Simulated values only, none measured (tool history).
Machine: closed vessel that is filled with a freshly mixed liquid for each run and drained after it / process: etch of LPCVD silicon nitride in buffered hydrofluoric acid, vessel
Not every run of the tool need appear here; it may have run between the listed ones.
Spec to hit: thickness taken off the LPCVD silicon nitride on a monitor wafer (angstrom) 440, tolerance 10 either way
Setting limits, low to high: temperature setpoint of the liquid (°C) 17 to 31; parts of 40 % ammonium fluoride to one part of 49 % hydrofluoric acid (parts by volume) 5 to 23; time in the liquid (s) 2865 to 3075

run,day,temperature setpoint of the liquid (°C),parts of 40 % ammonium fluoride to one part of 49 % hydrofluoric acid (parts by volume),time in the liquid (s),thickness taken off the LPCVD silicon nitride on a monitor wafer (angstrom)
1,0,23,14,2865,273.89
2,0.096,24,14,2865,286.54
3,0.154,25,14,2865,306.46
4,0.521,25,17,2865,250.62
5,0.583,25,13.5,2865,316.34
6,0.946,26,13.5,2865,329.62
7,1.025,26.5,13.5,2865,339.59
8,1.246,27,13.5,2865,348.87
9,1.617,27.5,13.5,2865,359.73
10,1.854,28,13.5,2865,374.83
11,2.012,28.5,13.5,2865,381.05
12,2.208,29,13.5,2865,390.35
13,2.375,29.5,13.5,2865,400.09
14,2.554,30.5,13.5,2865,422.54

Exactly one of the 5 candidate moves below puts every result within its allowed miss. Which one?
A,2.733,29.5,12.5,2905,?
B,2.733,29.5,14.5,3010,?
C,2.733,31,14,2865,?
D,2.733,30,14.5,2960,?
E,2.733,30,13.5,2900,?

move,thickness taken off the LPCVD silicon nitride on a monitor wafer (angstrom)
A,438.64
B,393.07
C,418.92
D,396.85
E,416.98
A: all results in spec
B: lands further from the targets than the last run did
C: lands further from the targets than the last run did
D: lands further from the targets than the last run did
E: lands further from the targets than the last run did
Move A is the one to make.
